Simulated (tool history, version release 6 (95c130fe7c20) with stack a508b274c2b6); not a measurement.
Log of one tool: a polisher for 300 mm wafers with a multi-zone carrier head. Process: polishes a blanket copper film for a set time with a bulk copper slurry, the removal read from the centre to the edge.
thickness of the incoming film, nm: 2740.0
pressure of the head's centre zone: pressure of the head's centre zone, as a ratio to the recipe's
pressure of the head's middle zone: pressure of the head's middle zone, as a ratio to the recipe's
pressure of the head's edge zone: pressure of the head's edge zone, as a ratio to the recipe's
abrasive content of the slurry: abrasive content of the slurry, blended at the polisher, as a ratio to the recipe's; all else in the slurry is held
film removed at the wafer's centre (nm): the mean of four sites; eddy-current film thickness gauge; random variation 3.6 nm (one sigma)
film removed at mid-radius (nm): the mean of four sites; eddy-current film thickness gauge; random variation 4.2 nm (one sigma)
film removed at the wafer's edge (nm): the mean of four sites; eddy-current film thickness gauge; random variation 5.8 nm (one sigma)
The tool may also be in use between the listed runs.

run    day  flow of slurry (ml/min)  pressure of the head's centre zone  pressure of the head's middle zone  pressure of the head's edge zone  abrasive content of the slurry  polishing time (s)  film removed at the wafer's centre (nm)  film removed at mid-radius (nm)  film removed at the wafer's edge (nm)
  1      0                      205                                   1                                   1                                 1                               1                  62                                   494.73                           511.17                                  510.7
  2  0.308                      200                                1.03                                0.95                              0.99                             0.9                  61                                   494.66                           471.22                                 484.98
  3  0.425                      180                                1.03                                0.95                              0.99                             0.9                  61                                   478.34                           456.96                                 487.03
  4  0.779                      175                                1.05                                0.92                              0.97                            0.85                  61                                   478.86                           432.25                                 460.19
  5  0.888                      170                                1.07                                0.89                              0.97                            0.85                  61                                   483.43                           418.17                                 451.56
  6    1.2                      170                                1.07                                0.89                              0.97                            0.65                  61                                   454.99                           390.62                                 429.81
  7  1.288                      175                                1.09                                0.87                              0.98                            0.65                  61                                   460.16                           385.31                                 427.96

The next listed run, before its measurement:
  8  1.388                      175                                1.11                                0.86                              0.99                            0.65                  61                                        ?                                ?                                      ?

film removed at the wafer's centre (nm): 474.21
film removed at mid-radius (nm): 384.59
film removed at the wafer's edge (nm): 439.81

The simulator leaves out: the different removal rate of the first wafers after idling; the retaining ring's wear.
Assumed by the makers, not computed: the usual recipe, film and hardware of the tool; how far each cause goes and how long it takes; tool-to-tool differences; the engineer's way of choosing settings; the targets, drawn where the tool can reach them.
